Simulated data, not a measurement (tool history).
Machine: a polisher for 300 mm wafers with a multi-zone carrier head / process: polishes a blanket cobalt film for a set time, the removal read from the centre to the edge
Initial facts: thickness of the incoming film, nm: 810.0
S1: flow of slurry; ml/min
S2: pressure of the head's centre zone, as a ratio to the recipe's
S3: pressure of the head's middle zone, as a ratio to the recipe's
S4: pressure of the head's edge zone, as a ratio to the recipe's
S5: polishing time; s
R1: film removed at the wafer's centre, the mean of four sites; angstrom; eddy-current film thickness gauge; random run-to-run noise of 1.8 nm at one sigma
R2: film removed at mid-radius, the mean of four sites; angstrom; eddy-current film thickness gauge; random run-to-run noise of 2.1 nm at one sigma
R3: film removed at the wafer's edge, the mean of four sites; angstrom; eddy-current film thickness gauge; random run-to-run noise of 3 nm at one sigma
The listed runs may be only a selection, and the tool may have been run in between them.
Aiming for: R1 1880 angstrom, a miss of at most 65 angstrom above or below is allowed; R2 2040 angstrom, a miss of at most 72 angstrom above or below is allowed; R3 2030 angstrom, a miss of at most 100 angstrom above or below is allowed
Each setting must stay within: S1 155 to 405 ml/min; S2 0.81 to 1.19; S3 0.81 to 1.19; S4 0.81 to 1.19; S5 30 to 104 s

| run | hour | S1 | S2 | S3 | S4 | S5 | R1 | R2 | R3 |
|---|---|---|---|---|---|---|---|---|---|
| 1 | 0 | 260 | 1 | 1 | 1 | 67 | 3160 | 3221.7 | 3218.7 |
| 2 | 3.5 | 260 | 1 | 1.06 | 1 | 67 | 3133.5 | 3281 | 3288.3 |
| 3 | 6.5 | 255 | 0.99 | 1.04 | 0.99 | 63 | 2951.7 | 3054.4 | 2995.8 |
| 4 | 14.8 | 250 | 0.97 | 1.03 | 1 | 60 | 2724 | 2906.1 | 2842 |
| 5 | 17 | 250 | 0.97 | 1.03 | 1 | 52 | 2362.6 | 2482.1 | 2460.7 |
| 6 | 24.4 | 280 | 0.97 | 1.03 | 1 | 52 | 2394.9 | 2515.8 | 2593.5 |
| 7 | 26.7 | 275 | 0.96 | 1.01 | 0.99 | 51 | 2326.1 | 2467.4 | 2412.3 |
| 8 | 33.6 | 275 | 0.95 | 0.99 | 1 | 50 | 2244.8 | 2354.9 | 2516.4 |
| 9 | 42.5 | 265 | 0.94 | 0.98 | 0.99 | 49 | 2193 | 2296.8 | 2381.4 |
| 10 | 47.3 | 260 | 0.93 | 0.97 | 0.98 | 49 | 2169.9 | 2275 | 2353.8 |
| 11 | 50.3 | 255 | 0.92 | 0.96 | 0.97 | 49 | 2167.9 | 2210.7 | 2316 |
| 12 | 52 | 230 | 0.82 | 0.98 | 0.87 | 45 | 1738.5 | 2080.1 | 2024.7 |
| 13 | 53.6 | 230 | 0.83 | 0.98 | 0.87 | 45 | 1739.6 | 2100.9 | 2005.1 |
| 14 | 55.6 | 250 | 0.91 | 0.92 | 0.89 | 46 | 1983.3 | 2032.7 | 2052.1 |
| 15 | 63.4 | 250 | 0.9 | 0.92 | 0.89 | 46 | 1925.3 | 2008.6 | 2066.8 |

5 next moves are on the table. One of them brings every result within its allowed miss. Which?
| A | 71.2 | 270 | 0.91 | 0.87 | 0.96 | 47 | ? | ? | ? |
| B | 71.2 | 295 | 0.86 | 1 | 0.88 | 42 | ? | ? | ? |
| C | 71.2 | 215 | 1.04 | 0.98 | 0.81 | 43 | ? | ? | ? |
| D | 71.2 | 205 | 0.98 | 0.91 | 0.9 | 46 | ? | ? | ? |
| E | 71.2 | 250 | 0.88 | 0.95 | 0.85 | 45 | ? | ? | ? |

| move | R1 | R2 | R3 |
|---|---|---|---|
| A | 2017.8 | 1991.6 | 2320.9 |
| B | 1717.5 | 2013.4 | 1998.7 |
| C | 2070.8 | 1974.6 | 1935.7 |
| D | 2076.2 | 1977.9 | 2166.3 |
| E | 1856.2 | 2039.8 | 2089.4 |
A: misses by more than the last run did
B: the result that was furthest off in the last run now lies on the other side of its target
C: misses by more than the last run did
D: misses by more than the last run did
E: each result inside its tolerance
So the answer is move E, the one that meets all the targets.
